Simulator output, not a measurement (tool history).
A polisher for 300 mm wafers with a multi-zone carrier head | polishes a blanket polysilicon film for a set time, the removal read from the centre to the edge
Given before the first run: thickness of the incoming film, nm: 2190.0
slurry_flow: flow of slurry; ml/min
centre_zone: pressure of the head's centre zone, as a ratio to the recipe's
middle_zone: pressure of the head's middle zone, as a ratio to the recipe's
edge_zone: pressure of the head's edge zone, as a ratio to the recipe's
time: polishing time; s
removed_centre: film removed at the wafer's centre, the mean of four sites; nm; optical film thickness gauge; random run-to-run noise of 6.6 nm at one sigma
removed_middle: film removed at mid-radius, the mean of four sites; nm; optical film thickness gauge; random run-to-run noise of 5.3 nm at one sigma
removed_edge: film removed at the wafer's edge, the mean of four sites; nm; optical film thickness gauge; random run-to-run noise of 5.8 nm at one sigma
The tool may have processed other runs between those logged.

run,day,slurry_flow,centre_zone,middle_zone,edge_zone,time,removed_centre,removed_middle,removed_edge
1,0,245,1,1,1,36,371.58,371.3,374.44
2,0.267,245,1,1,0.94,36,379.88,360.42,367.91
3,0.333,245,0.94,1,0.94,36,342.25,374.04,356.06
4,0.433,250,0.95,1.02,0.97,37,360.22,382.02,373.48
5,0.512,250,0.95,1.07,0.97,37,364.78,402.37,374.69
6,0.617,250,0.95,1.15,0.97,37,375.29,426.65,379.21

The next listed run, before its measurement:
7,0.746,255,0.95,1.16,0.99,38,?,?,?

removed_centre: 374.61 nm
removed_middle: 445.35 nm
removed_edge: 388.24 nm

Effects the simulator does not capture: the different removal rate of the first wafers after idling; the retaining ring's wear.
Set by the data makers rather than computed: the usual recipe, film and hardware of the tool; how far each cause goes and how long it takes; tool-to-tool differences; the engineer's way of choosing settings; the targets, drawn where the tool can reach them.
